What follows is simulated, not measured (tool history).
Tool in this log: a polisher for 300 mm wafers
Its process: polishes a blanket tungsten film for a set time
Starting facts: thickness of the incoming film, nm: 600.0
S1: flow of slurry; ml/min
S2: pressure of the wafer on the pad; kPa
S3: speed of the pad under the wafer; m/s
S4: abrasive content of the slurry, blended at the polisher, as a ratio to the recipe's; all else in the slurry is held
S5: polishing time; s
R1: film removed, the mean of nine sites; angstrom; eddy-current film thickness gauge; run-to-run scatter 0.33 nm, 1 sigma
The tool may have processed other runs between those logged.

run 1 hour=0.0 | S1=185 S2=27.6 S3=1.06 S4=1.00 S5=23 | R1=1029.7
run 2 hour=3.5 | S1=185 S2=27.6 S3=1.06 S4=0.85 S5=23 | R1=1001.1
run 3 hour=12.0 | S1=185 S2=32.4 S3=1.06 S4=0.85 S5=23 | R1=1166.3
run 4 hour=18.0 | S1=185 S2=32.4 S3=1.06 S4=0.75 S5=23 | R1=1138.6
run 5 hour=22.3 | S1=185 S2=32.4 S3=1.16 S4=0.75 S5=23 | R1=1241.5
run 6 hour=29.1 | S1=185 S2=32.4 S3=1.32 S4=0.75 S5=23 | R1=1405.9

Forecast run 7:
run 7 hour=32.0 | S1=180 S2=26.9 S3=1.20 S4=0.75 S5=23 | R1=?

For run 7 the tool returned R1 1059.3 angstrom.
